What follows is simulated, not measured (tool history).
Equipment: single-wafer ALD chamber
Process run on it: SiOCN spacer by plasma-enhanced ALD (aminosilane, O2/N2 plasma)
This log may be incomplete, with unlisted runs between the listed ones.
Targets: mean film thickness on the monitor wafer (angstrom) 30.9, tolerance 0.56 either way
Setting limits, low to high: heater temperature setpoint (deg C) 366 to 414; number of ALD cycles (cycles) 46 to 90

run,hour,heater temperature setpoint (deg C),number of ALD cycles (cycles),mean film thickness on the monitor wafer (angstrom)
1,0,390,68,40.359
2,3.1,390,66,39.31
3,8.4,400,66,39.341
4,16.6,400,64,37.986
5,23.9,408,64,37.276
6,27.5,408,62,36.205
7,28.2,408,61,35.619
8,33,408,50,29.261

Which of these 5 next moves meets every target?
A,37.8,414,54,?
B,37.8,414,52,?
C,37.8,409,51,?
D,37.8,402,50,?
E,37.8,406,51,?

move,mean film thickness on the monitor wafer (angstrom)
A,30.929
B,29.784
C,29.721
D,29.76
E,30.027
A: meets every target
B: gains on the last run, yet a result remains outside its allowed miss
C: gains on the last run, yet a result remains outside its allowed miss
D: gains on the last run, yet a result remains outside its allowed miss
E: gains on the last run, yet a result remains outside its allowed miss
Correct choice: A, which meets every target

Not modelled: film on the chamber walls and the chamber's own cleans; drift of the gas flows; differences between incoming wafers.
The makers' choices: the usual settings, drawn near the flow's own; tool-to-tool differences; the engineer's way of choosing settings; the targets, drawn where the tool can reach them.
